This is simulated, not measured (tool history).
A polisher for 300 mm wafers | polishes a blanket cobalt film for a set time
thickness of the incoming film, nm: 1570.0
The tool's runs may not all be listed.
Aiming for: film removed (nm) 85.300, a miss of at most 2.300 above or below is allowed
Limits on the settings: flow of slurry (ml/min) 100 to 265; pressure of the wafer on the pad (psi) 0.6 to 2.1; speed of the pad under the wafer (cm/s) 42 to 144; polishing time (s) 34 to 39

run    day  flow of slurry (ml/min)  pressure of the wafer on the pad (psi)  speed of the pad under the wafer (cm/s)  polishing time (s)  film removed (nm)
  1  0.000                      170                                     1.3                                       92                  39            143.630
  2  0.225                      170                                     1.3                                       92                  39            145.640
  3  0.450                      165                                     1.2                                       92                  39            136.070
  4  0.800                      165                                     1.1                                       90                  39            124.360
  5  1.108                      165                                     1.1                                      102                  39            140.380
  6  1.462                      165                                     1.0                                      100                  39            126.990
  7  1.692                      165                                     0.9                                       98                  39            115.750
  8  1.871                      165                                     0.8                                       96                  39            103.650
  9  2.129                      165                                     0.7                                       94                  39             93.483

Pick the move, out of 4, that brings all results within their allowed miss; only one does.
  A  2.388                      190                                     0.9                                       74                  37                  ?
  B  2.388                      160                                     0.7                                       90                  34                  ?
  C  2.388                      205                                     0.8                                       96                  36                  ?
  D  2.388                      200                                     0.7                                      100                  39                  ?

move  film removed (nm)
   A             84.292
   B             76.234
   C             98.007
   D            100.390
A: all results land within tolerance of their targets
B: pushes the last run's worst result past its target
C: misses by more than the last run did
D: misses by more than the last run did
So the answer is move A, the one that meets all the targets.
